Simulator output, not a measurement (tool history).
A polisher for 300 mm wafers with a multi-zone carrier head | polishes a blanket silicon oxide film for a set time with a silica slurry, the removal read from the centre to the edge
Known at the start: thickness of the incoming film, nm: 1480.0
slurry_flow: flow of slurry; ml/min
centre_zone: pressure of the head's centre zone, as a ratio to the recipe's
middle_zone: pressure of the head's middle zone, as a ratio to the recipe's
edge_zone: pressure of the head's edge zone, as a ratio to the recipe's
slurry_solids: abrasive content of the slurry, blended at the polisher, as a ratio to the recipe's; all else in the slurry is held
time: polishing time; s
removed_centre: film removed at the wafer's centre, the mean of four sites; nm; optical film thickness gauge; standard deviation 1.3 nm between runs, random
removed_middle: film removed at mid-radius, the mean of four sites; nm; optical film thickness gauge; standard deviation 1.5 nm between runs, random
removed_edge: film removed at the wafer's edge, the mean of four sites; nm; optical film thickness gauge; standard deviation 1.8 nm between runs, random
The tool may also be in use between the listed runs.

run 1 hour=0 | slurry_flow=125 centre_zone=1 middle_zone=1 edge_zone=1 slurry_solids=1 time=56 | removed_centre=234.04 removed_middle=233.31 removed_edge=227.09
run 2 hour=4.3 | slurry_flow=125 centre_zone=1 middle_zone=0.93 edge_zone=1 slurry_solids=1 time=56 | removed_centre=233.7 removed_middle=224.26 removed_edge=230.05
run 3 hour=11.6 | slurry_flow=125 centre_zone=0.97 middle_zone=0.93 edge_zone=1 slurry_solids=1 time=56 | removed_centre=231.18 removed_middle=216.85 removed_edge=227.47
run 4 hour=19.7 | slurry_flow=125 centre_zone=0.97 middle_zone=0.93 edge_zone=1 slurry_solids=1.2 time=56 | removed_centre=246.07 removed_middle=243.7 removed_edge=248.31
run 5 hour=22.5 | slurry_flow=125 centre_zone=0.97 middle_zone=0.93 edge_zone=0.98 slurry_solids=1.15 time=55 | removed_centre=238.17 removed_middle=227.49 removed_edge=240.52
run 6 hour=23.3 | slurry_flow=125 centre_zone=0.98 middle_zone=0.94 edge_zone=0.97 slurry_solids=1.1 time=54 | removed_centre=231.7 removed_middle=220.29 removed_edge=225.06
run 7 hour=30.6 | slurry_flow=125 centre_zone=0.97 middle_zone=0.95 edge_zone=0.95 slurry_solids=1.05 time=53 | removed_centre=224.61 removed_middle=213.19 removed_edge=219.82
run 8 hour=33.3 | slurry_flow=130 centre_zone=1.06 middle_zone=1.05 edge_zone=0.85 slurry_solids=0.8 time=37 | removed_centre=150.79 removed_middle=146.29 removed_edge=130.64

What will run 9 give?
run 9 hour=38.6 | slurry_flow=130 centre_zone=1.06 middle_zone=1.04 edge_zone=0.85 slurry_solids=0.8 time=37 | removed_centre=? removed_middle=? removed_edge=?

{"run 9": {"removed_centre": 152.38, "removed_middle": 144.87, "removed_edge": 134.62}}
